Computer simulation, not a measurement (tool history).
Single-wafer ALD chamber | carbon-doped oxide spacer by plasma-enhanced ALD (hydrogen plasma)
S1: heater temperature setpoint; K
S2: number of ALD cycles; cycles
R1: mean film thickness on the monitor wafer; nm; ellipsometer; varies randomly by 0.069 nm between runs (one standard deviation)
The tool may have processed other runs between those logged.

{"run": 1, "hour": 0.0, "S1": 673.15, "S2": 253, "R1": 13.071}
{"run": 2, "hour": 0.9, "S1": 668.15, "S2": 253, "R1": 13.198}
{"run": 3, "hour": 6.8, "S1": 669.15, "S2": 243, "R1": 12.696}
{"run": 4, "hour": 9.8, "S1": 664.15, "S2": 243, "R1": 12.771}
{"run": 5, "hour": 15.7, "S1": 664.15, "S2": 273, "R1": 14.07}
{"run": 6, "hour": 24.2, "S1": 669.15, "S2": 273, "R1": 14.22}
{"run": 7, "hour": 28.8, "S1": 669.15, "S2": 273, "R1": 14.122}
{"run": 8, "hour": 33.5, "S1": 669.15, "S2": 255, "R1": 13.342}

Forecast run 9:
{"run": 9, "hour": 40.0, "S1": 669.15, "S2": 242, "R1": "?"}

R1: 12.625 nm
